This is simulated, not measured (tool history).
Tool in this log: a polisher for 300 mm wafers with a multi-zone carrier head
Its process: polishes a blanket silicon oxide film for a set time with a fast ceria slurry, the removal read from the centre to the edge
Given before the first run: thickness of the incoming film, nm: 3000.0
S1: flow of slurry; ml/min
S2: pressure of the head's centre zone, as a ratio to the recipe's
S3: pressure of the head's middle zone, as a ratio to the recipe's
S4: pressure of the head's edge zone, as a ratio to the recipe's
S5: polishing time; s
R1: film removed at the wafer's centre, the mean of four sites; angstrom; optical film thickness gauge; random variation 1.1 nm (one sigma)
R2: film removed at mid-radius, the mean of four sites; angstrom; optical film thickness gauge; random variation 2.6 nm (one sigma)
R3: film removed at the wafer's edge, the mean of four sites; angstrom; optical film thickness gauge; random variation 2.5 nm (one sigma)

Run 1, day 0: S1 290 ml/min, S2 1, S3 1, S4 1, S5 33 s. Result: R1 2701 angstrom, R2 2680.7 angstrom, R3 2658 angstrom.
Run 2, day 0.138: S1 275 ml/min, S2 0.94, S3 0.94, S4 1.01, S5 31 s. Result: R1 2345.1 angstrom, R2 2425 angstrom, R3 2469.8 angstrom.
Run 3, day 0.167: S1 265 ml/min, S2 0.92, S3 0.9, S4 1.06, S5 29 s. Result: R1 2137.5 angstrom, R2 2179.1 angstrom, R3 2411.8 angstrom.
Run 4, day 0.417: S1 265 ml/min, S2 0.92, S3 0.9, S4 1.06, S5 26 s. Result: R1 1948.4 angstrom, R2 1923.6 angstrom, R3 2148.8 angstrom.
Run 5, day 0.629: S1 265 ml/min, S2 0.92, S3 0.9, S4 1.11, S5 26 s. Result: R1 1918 angstrom, R2 1903.4 angstrom, R3 2218.1 angstrom.
Run 6, day 0.792: S1 265 ml/min, S2 0.92, S3 0.9, S4 1.11, S5 20 s. Result: R1 1482.9 angstrom, R2 1514.2 angstrom, R3 1682.1 angstrom.

The next listed run, before its measurement:
Run 7, day 1.121: S1 265 ml/min, S2 0.92, S3 0.9, S4 1.13, S5 22 s. Result: R1 ?, R2 ?, R3 ?.

{"run 7": {"R1": 1636.4, "R2": 1655.2, "R3": 1870.8}}
